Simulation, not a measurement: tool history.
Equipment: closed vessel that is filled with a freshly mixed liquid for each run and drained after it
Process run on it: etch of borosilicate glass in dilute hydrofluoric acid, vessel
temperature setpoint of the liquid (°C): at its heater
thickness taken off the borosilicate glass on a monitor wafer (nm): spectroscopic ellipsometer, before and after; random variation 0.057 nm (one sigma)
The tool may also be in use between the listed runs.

run    day  temperature setpoint of the liquid (°C)  parts of water to one part of 49 % hydrofluoric acid (parts by volume)  time in the liquid (s)  thickness taken off the borosilicate glass on a monitor wafer (nm)
  1      0                                       24                                                                     240                     180                                                              13.049
  2  0.338                                       24                                                                     285                     180                                                              10.565
  3  0.592                                     26.5                                                                     285                     180                                                              11.758
  4  0.962                                     25.5                                                                     285                     180                                                              11.242
  5  1.096                                     24.5                                                                     285                     180                                                              10.771
  6  1.117                                     24.5                                                                     285                     180                                                               10.71
  7  1.417                                     23.5                                                                     285                     180                                                               10.34
  8  1.675                                     22.5                                                                     285                     180                                                              9.9742
  9  1.962                                       22                                                                     285                     180                                                              9.9115

Run 10, settings as shown, results not yet in. Your forecast:
 10  2.058                                     21.5                                                                     290                     180                                                                   ?

{"run 10": {"thickness taken off the borosilicate glass on a monitor wafer (nm)": 9.4378}}
